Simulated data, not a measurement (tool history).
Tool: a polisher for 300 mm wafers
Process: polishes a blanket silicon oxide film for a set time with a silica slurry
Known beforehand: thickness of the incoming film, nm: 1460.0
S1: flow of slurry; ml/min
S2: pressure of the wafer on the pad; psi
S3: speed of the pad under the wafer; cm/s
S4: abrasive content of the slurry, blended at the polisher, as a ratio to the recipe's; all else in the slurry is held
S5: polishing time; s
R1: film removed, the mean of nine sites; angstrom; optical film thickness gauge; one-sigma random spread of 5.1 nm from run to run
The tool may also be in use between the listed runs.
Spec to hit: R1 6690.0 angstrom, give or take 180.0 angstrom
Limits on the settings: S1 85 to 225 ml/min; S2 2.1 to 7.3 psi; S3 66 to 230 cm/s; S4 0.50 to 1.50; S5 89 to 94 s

run 1 hour=0.0 | S1=145 S2=4.7 S3=146 S4=1.00 S5=89 | R1=4677.5
run 2 hour=1.6 | S1=160 S2=4.7 S3=146 S4=1.00 S5=89 | R1=4742.3
run 3 hour=8.3 | S1=160 S2=4.7 S3=146 S4=1.00 S5=89 | R1=4751.6
run 4 hour=12.5 | S1=165 S2=5.0 S3=146 S4=1.00 S5=89 | R1=5038.0
run 5 hour=20.4 | S1=165 S2=5.3 S3=146 S4=1.00 S5=89 | R1=5277.4
run 6 hour=27.4 | S1=165 S2=5.3 S3=146 S4=1.20 S5=89 | R1=5778.3
run 7 hour=32.7 | S1=165 S2=5.3 S3=146 S4=1.20 S5=89 | R1=5783.8
run 8 hour=37.6 | S1=170 S2=5.4 S3=146 S4=1.20 S5=89 | R1=5864.1
run 9 hour=39.6 | S1=170 S2=5.5 S3=146 S4=1.20 S5=89 | R1=5956.7
run 10 hour=41.3 | S1=170 S2=5.6 S3=146 S4=1.20 S5=89 | R1=6037.6
run 11 hour=45.9 | S1=200 S2=6.0 S3=146 S4=1.20 S5=89 | R1=6550.2

Which of these 5 next moves meets every target?
run A hour=50.5 | S1=220 S2=5.6 S3=138 S4=1.30 S5=89 | R1=?
run B hour=50.5 | S1=220 S2=6.6 S3=116 S4=1.25 S5=91 | R1=?
run C hour=50.5 | S1=210 S2=5.4 S3=118 S4=1.50 S5=94 | R1=?
run D hour=50.5 | S1=210 S2=6.1 S3=140 S4=1.15 S5=89 | R1=?
run E hour=50.5 | S1=190 S2=6.2 S3=148 S4=1.10 S5=93 | R1=?

move=A R1=6219.4
move=B R1=6367.5
move=C R1=6098.7
move=D R1=6304.9
move=E R1=6675.1
A: moves away from the targets compared with the last run
B: moves away from the targets compared with the last run
C: moves away from the targets compared with the last run
D: moves away from the targets compared with the last run
E: every result within its allowed miss
The right move is E.

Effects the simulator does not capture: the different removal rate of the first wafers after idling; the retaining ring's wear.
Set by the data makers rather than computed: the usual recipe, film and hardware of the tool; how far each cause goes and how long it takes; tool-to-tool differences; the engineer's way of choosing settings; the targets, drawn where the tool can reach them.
